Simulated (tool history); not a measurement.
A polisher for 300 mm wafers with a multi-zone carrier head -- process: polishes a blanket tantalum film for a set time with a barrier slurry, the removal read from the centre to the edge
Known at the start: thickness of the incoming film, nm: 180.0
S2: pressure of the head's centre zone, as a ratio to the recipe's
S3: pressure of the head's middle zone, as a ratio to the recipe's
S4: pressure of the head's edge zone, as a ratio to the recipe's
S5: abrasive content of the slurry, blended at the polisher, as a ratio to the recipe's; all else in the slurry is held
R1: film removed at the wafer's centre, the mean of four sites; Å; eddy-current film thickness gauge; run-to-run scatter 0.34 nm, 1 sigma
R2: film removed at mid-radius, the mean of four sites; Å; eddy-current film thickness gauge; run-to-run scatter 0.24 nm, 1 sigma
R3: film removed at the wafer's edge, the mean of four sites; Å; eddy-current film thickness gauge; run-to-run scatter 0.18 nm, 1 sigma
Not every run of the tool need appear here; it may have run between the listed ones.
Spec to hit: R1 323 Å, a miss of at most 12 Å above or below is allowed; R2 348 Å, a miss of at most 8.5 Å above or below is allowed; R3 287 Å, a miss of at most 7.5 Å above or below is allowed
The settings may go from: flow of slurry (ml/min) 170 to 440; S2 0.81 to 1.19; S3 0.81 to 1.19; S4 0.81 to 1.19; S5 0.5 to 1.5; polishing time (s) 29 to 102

run 1 hour=0 | flow_of_slurry_(ml/min)=280 S2=1 S3=1 S4=1 S5=1 polishing_time_(s)=65 | R1=522.44 R2=526.38 R3=501.33
run 2 hour=0.7 | flow_of_slurry_(ml/min)=280 S2=1 S3=1.08 S4=1 S5=1 polishing_time_(s)=65 | R1=532.05 R2=553.79 R3=508.82
run 3 hour=7.2 | flow_of_slurry_(ml/min)=280 S2=1 S3=1.01 S4=1 S5=1 polishing_time_(s)=65 | R1=517.14 R2=527.88 R3=506.78
run 4 hour=11.6 | flow_of_slurry_(ml/min)=235 S2=1 S3=1.01 S4=1 S5=1 polishing_time_(s)=65 | R1=514.77 R2=516.06 R3=496.92
run 5 hour=19.1 | flow_of_slurry_(ml/min)=250 S2=1 S3=1.04 S4=0.94 S5=0.85 polishing_time_(s)=57 | R1=437.34 R2=442.71 R3=407.07
run 6 hour=27.9 | flow_of_slurry_(ml/min)=260 S2=0.99 S3=1.07 S4=0.9 S5=0.75 polishing_time_(s)=53 | R1=370.4 R2=399.3 R3=349.07
run 7 hour=32.3 | flow_of_slurry_(ml/min)=260 S2=1 S3=1.08 S4=0.87 S5=0.65 polishing_time_(s)=52 | R1=353.49 R2=366.74 R3=315.91
run 8 hour=38.4 | flow_of_slurry_(ml/min)=260 S2=0.99 S3=1.09 S4=0.85 S5=0.6 polishing_time_(s)=52 | R1=335.43 R2=361.75 R3=301.45
run 9 hour=44.4 | flow_of_slurry_(ml/min)=255 S2=0.99 S3=1.09 S4=0.84 S5=0.6 polishing_time_(s)=52 | R1=328.99 R2=362.57 R3=301.02
run 10 hour=47.6 | flow_of_slurry_(ml/min)=255 S2=1 S3=1.09 S4=0.83 S5=0.6 polishing_time_(s)=52 | R1=337.67 R2=358.91 R3=298.13
run 11 hour=52.7 | flow_of_slurry_(ml/min)=250 S2=1 S3=1.09 S4=0.82 S5=0.6 polishing_time_(s)=52 | R1=332.41 R2=360.24 R3=293.63
run 12 hour=60.3 | flow_of_slurry_(ml/min)=245 S2=1 S3=1.08 S4=0.82 S5=0.6 polishing_time_(s)=52 | R1=337.67 R2=357.24 R3=298.71

Which single option among these 5 for the next run brings every result within its allowed miss of target? Just one does.
run A hour=67.9 | flow_of_slurry_(ml/min)=275 S2=1 S3=1.08 S4=0.83 S5=0.65 polishing_time_(s)=48 | R1=? R2=? R3=?
run B hour=67.9 | flow_of_slurry_(ml/min)=250 S2=0.92 S3=1.01 S4=0.88 S5=0.55 polishing_time_(s)=57 | R1=? R2=? R3=?
run C hour=67.9 | flow_of_slurry_(ml/min)=295 S2=0.98 S3=1.16 S4=0.9 S5=0.6 polishing_time_(s)=50 | R1=? R2=? R3=?
run D hour=67.9 | flow_of_slurry_(ml/min)=205 S2=0.92 S3=1.05 S4=0.88 S5=0.55 polishing_time_(s)=57 | R1=? R2=? R3=?
run E hour=67.9 | flow_of_slurry_(ml/min)=225 S2=0.97 S3=1.01 S4=0.88 S5=0.7 polishing_time_(s)=51 | R1=? R2=? R3=?

move=A R1=324.02 R2=349.49 R3=285.64
move=B R1=320.65 R2=355.94 R3=316.93
move=C R1=319.61 R2=373.67 R3=297.19
move=D R1=314.56 R2=361.45 R3=312.59
move=E R1=339.17 R2=357.2 R3=318.84
A: in spec on every target
B: lands further from the targets than the last run did
C: lands further from the targets than the last run did
D: lands further from the targets than the last run did
E: lands further from the targets than the last run did
Answer: A
